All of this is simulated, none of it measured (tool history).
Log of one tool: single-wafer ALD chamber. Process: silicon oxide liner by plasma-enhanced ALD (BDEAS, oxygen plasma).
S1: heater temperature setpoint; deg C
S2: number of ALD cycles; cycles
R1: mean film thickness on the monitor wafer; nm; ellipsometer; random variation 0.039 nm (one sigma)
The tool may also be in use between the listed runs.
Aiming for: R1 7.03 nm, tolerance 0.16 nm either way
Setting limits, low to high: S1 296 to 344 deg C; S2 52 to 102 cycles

run  hour   S1  S2      R1
  1     0  320  77  7.8137
  2   1.3  320  75  7.6872
  3   6.2  329  75  7.5804
  4  11.9  324  75  7.5853
  5  20.3  329  75  7.5473
  6  23.6  329  74  7.5183
  7  26.5  329  73  7.3575
  8  35.2  329  72  7.2681

Consider the 5 candidate settings below. Which is the only one whose results all fall within their allowed miss of target?
  A  43.9  326  75   ?
  B  43.9  328  73   ?
  C  43.9  330  74   ?
  D  43.9  333  74   ?
  E  43.9  326  69   ?

move      R1
   A  7.5702
   B  7.3496
   C  7.4312
   D  7.4026
   E  6.9646
A: further off than the last run
B: further off than the last run
C: further off than the last run
D: further off than the last run
E: each result inside its tolerance
So the answer is move E, the one that meets all the targets.

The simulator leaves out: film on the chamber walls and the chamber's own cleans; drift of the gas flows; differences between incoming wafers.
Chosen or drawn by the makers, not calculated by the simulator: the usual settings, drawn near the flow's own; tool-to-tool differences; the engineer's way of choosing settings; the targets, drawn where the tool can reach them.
